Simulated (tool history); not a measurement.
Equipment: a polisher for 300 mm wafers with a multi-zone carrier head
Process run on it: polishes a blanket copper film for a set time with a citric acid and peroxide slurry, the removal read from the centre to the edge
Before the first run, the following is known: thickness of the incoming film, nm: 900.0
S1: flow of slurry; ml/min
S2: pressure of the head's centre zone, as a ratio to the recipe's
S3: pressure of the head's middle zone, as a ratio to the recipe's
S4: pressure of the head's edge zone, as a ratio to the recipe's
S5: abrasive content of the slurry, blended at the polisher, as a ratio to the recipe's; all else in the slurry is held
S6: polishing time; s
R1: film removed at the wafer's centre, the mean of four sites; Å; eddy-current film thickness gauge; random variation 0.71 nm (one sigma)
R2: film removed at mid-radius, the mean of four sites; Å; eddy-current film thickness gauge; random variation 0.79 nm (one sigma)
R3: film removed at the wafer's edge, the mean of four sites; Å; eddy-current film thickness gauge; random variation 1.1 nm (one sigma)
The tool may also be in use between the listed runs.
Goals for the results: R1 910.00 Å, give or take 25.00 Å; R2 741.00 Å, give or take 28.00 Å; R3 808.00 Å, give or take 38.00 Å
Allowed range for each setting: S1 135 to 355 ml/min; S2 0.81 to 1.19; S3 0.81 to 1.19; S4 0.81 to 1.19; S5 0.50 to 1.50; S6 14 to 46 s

run 1 hour=0.0 | S1=225 S2=1.00 S3=1.00 S4=1.00 S5=1.00 S6=30 | R1=517.89 R2=501.59 R3=519.93
run 2 hour=8.4 | S1=235 S2=1.04 S3=1.01 S4=1.03 S5=1.10 S6=32 | R1=590.47 R2=567.04 R3=564.36
run 3 hour=11.7 | S1=255 S2=1.04 S3=1.01 S4=1.03 S5=1.10 S6=32 | R1=598.69 R2=581.84 R3=577.82
run 4 hour=12.3 | S1=300 S2=1.04 S3=1.01 S4=1.03 S5=1.10 S6=32 | R1=617.16 R2=586.64 R3=573.39
-- hour=15.2 worn pad replaced by a new one
run 5 hour=15.2 | S1=300 S2=1.04 S3=1.01 S4=1.03 S5=1.10 S6=25 | R1=523.88 R2=503.69 R3=491.87
run 6 hour=18.4 | S1=295 S2=1.06 S3=0.98 S4=1.06 S5=1.20 S6=28 | R1=610.17 R2=549.30 R3=582.20
run 7 hour=26.8 | S1=305 S2=1.08 S3=0.98 S4=1.08 S5=1.25 S6=29 | R1=659.47 R2=597.63 R3=614.98
run 8 hour=29.8 | S1=280 S2=1.17 S3=0.88 S4=1.17 S5=1.50 S6=36 | R1=926.98 R2=707.47 R3=835.56
run 9 hour=35.7 | S1=280 S2=1.17 S3=0.89 S4=1.16 S5=1.50 S6=36 | R1=929.65 R2=704.84 R3=827.12

Which one of the following 4 next-run settings gets every result inside its allowed miss? There is exactly one.
run A hour=41.6 | S1=170 S2=1.19 S3=0.89 S4=1.15 S5=1.50 S6=37 | R1=? R2=? R3=?
run B hour=41.6 | S1=245 S2=1.16 S3=0.86 S4=1.14 S5=1.50 S6=36 | R1=? R2=? R3=?
run C hour=41.6 | S1=230 S2=1.18 S3=0.86 S4=1.19 S5=1.25 S6=38 | R1=? R2=? R3=?
run D hour=41.6 | S1=320 S2=1.16 S3=0.96 S4=1.14 S5=1.50 S6=35 | R1=? R2=? R3=?

move=A R1=889.71 R2=680.44 R3=798.04
move=B R1=893.70 R2=677.90 R3=803.65
move=C R1=904.77 R2=675.04 R3=819.03
move=D R1=896.59 R2=742.48 R3=796.85
A: the biggest miss grows against the last run
B: the biggest miss grows against the last run
C: the biggest miss grows against the last run
D: all results land within tolerance of their targets
Answer: D
